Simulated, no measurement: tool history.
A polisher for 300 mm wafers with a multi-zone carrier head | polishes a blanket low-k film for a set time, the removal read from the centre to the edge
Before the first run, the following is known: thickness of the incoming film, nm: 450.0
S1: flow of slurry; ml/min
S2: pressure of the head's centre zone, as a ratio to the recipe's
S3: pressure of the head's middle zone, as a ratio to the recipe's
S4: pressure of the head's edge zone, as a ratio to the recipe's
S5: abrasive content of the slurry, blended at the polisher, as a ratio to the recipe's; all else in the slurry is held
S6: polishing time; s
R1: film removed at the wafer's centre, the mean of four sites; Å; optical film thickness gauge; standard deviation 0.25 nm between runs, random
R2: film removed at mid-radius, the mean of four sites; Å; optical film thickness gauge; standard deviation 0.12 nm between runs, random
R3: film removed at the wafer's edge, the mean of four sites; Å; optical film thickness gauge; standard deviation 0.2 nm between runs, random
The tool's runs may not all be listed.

run,hour,S1,S2,S3,S4,S5,S6,R1,R2,R3
1,0.0,320,1.00,1.00,1.00,1.00,79,308.70,281.79,287.18
2,3.4,320,1.00,1.00,1.00,1.00,64,246.75,228.60,232.53
3,9.6,320,1.00,1.00,1.00,1.00,82,311.84,287.88,301.04
4,10.5,320,1.00,1.00,0.95,1.00,82,312.93,294.24,290.70
5,17.2,320,1.00,1.03,0.95,1.00,82,312.02,296.82,294.93
6,18.7,375,1.00,1.03,0.95,1.00,82,331.45,302.88,291.19
7,23.9,375,0.99,1.01,0.94,0.95,80,300.74,278.27,272.72
8,27.3,380,0.98,1.00,0.92,0.90,79,277.86,264.23,255.80

What does the tool deliver on the next run?
9,30.9,385,0.98,0.98,0.91,0.85,79,?,?,?

{"run 9": {"R1": 273.98, "R2": 247.67, "R3": 247.19}}

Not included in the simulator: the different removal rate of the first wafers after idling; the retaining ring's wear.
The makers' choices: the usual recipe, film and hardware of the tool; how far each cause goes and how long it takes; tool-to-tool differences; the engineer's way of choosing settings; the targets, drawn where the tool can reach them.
